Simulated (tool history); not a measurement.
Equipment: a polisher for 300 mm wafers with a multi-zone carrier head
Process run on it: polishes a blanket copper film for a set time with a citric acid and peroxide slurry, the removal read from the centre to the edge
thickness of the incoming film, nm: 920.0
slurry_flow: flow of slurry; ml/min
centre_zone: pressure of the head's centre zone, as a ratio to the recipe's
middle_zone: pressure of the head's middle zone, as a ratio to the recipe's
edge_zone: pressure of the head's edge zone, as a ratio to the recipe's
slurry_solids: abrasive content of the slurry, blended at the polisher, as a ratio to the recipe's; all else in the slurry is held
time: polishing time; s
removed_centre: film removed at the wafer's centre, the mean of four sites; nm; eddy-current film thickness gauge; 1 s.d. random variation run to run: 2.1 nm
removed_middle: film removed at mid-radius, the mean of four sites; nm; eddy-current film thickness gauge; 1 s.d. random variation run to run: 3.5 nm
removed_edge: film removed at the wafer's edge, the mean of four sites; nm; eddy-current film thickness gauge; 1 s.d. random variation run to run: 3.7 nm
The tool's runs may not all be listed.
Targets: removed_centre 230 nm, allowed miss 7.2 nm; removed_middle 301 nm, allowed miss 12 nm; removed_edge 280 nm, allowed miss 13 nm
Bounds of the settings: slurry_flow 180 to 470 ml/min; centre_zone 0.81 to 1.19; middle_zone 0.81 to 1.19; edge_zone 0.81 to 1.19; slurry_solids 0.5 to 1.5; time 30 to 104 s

Run 1, hour 0: slurry_flow 300 ml/min, centre_zone 1, middle_zone 1, edge_zone 1, slurry_solids 1, time 67 s. Result: removed_centre 186.95 nm, removed_middle 197.43 nm, removed_edge 187.4 nm.
Run 2, hour 6.9: slurry_flow 300 ml/min, centre_zone 0.99, middle_zone 1.01, edge_zone 1.02, slurry_solids 1.05, time 69 s. Result: removed_centre 190.51 nm, removed_middle 205.6 nm, removed_edge 202.1 nm.
Run 3, hour 12.3: slurry_flow 300 ml/min, centre_zone 0.99, middle_zone 1.09, edge_zone 1.02, slurry_solids 1.05, time 69 s. Result: removed_centre 193.51 nm, removed_middle 219.97 nm, removed_edge 200.41 nm.
Run 4, hour 16.3: slurry_flow 300 ml/min, centre_zone 0.99, middle_zone 1.13, edge_zone 1.02, slurry_solids 1.05, time 69 s. Result: removed_centre 192.62 nm, removed_middle 226.97 nm, removed_edge 195.67 nm.
Run 5, hour 24.7: slurry_flow 240 ml/min, centre_zone 0.99, middle_zone 1.13, edge_zone 1.02, slurry_solids 1.05, time 69 s. Result: removed_centre 188.16 nm, removed_middle 221.3 nm, removed_edge 195.51 nm.
Run 6, hour 27: slurry_flow 240 ml/min, centre_zone 0.99, middle_zone 1.19, edge_zone 1.02, slurry_solids 1.05, time 69 s. Result: removed_centre 188.94 nm, removed_middle 230.43 nm, removed_edge 193.84 nm.
Run 7, hour 32.6: slurry_flow 240 ml/min, centre_zone 0.99, middle_zone 1.19, edge_zone 1.02, slurry_solids 1.05, time 69 s. Result: removed_centre 187.95 nm, removed_middle 229.66 nm, removed_edge 189.66 nm.
Run 8, hour 41.4: slurry_flow 245 ml/min, centre_zone 0.98, middle_zone 1.19, edge_zone 1.04, slurry_solids 1.1, time 71 s. Result: removed_centre 194.08 nm, removed_middle 236.99 nm, removed_edge 204.56 nm.
Run 9, hour 43.5: slurry_flow 275 ml/min, centre_zone 0.88, middle_zone 1.19, edge_zone 1.03, slurry_solids 1.35, time 85 s. Result: removed_centre 223.57 nm, removed_middle 303.25 nm, removed_edge 256.25 nm.
Run 10, hour 46.3: slurry_flow 275 ml/min, centre_zone 0.88, middle_zone 1.19, edge_zone 1.03, slurry_solids 1.35, time 85 s. Result: removed_centre 221.45 nm, removed_middle 302.71 nm, removed_edge 254.58 nm.

Next run, 5 choices. One meets every target within its allowed miss, the rest don't. Which?
Run A, hour 49.1: slurry_flow 230 ml/min, centre_zone 0.88, middle_zone 1.19, edge_zone 0.81, slurry_solids 1.4, time 89 s. Result: removed_centre ?, removed_middle ?, removed_edge ?.
Run B, hour 49.1: slurry_flow 355 ml/min, centre_zone 0.84, middle_zone 1.18, edge_zone 0.99, slurry_solids 1.5, time 79 s. Result: removed_centre ?, removed_middle ?, removed_edge ?.
Run C, hour 49.1: slurry_flow 375 ml/min, centre_zone 0.88, middle_zone 1.19, edge_zone 0.84, slurry_solids 1.3, time 85 s. Result: removed_centre ?, removed_middle ?, removed_edge ?.
Run D, hour 49.1: slurry_flow 335 ml/min, centre_zone 0.95, middle_zone 1.19, edge_zone 0.84, slurry_solids 1.35, time 81 s. Result: removed_centre ?, removed_middle ?, removed_edge ?.
Run E, hour 49.1: slurry_flow 330 ml/min, centre_zone 0.83, middle_zone 1.09, edge_zone 1.07, slurry_solids 1.3, time 91 s. Result: removed_centre ?, removed_middle ?, removed_edge ?.

move  removed_centre  removed_middle  removed_edge
   A          230.75          310.13        233.58
   B          211.39          291.07        239.29
   C          230.89          308.46        233.05
   D           233.1          293.01        221.94
   E          232.85           302.7        277.54
A: the biggest miss grows against the last run
B: the biggest miss grows against the last run
C: the biggest miss grows against the last run
D: the biggest miss grows against the last run
E: all results in spec
Correct choice: E, which meets every target

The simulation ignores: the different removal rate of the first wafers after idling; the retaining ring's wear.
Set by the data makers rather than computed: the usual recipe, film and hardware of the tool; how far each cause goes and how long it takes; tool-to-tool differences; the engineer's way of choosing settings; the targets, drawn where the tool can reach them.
